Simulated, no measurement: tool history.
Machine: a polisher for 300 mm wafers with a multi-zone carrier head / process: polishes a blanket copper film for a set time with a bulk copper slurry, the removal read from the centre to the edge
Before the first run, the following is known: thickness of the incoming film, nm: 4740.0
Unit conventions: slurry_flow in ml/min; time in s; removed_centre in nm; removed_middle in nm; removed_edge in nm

run	day	slurry_flow	centre_zone	middle_zone	edge_zone	slurry_solids	time	removed_centre	removed_middle	removed_edge
1	0	170	1	1	1	1	80	1102.5	1136.4	1127
2	0.246	170	1	1	1	1	97	1334.1	1380.4	1368
3	0.388	170	1	1	1.05	1	97	1341.7	1370.2	1395
4	0.675	170	1	1	1.05	0.9	97	1319.6	1352	1371.3
5	0.954	170	1	1.06	1.05	0.9	97	1316.5	1414.9	1364.9
6	1.204	170	1	1.06	1.13	0.9	97	1303.4	1419.9	1408.2
# day 1.55: slurry nozzle cleaned
7	1.55	165	0.99	1.07	1.09	0.8	85	1158	1250.7	1230
8	1.612	150	0.95	1.06	1.03	0.75	75	962.36	1088.9	1024.8
9	1.871	145	0.93	1.05	0.99	0.7	68	843.03	959.22	904.36

What does the tool deliver on the next run?
10	2.208	140	0.92	1.05	0.96	0.65	63	?	?	?

{"run 10": {"removed_centre": 745.8, "removed_middle": 866.71, "removed_edge": 798.54}}
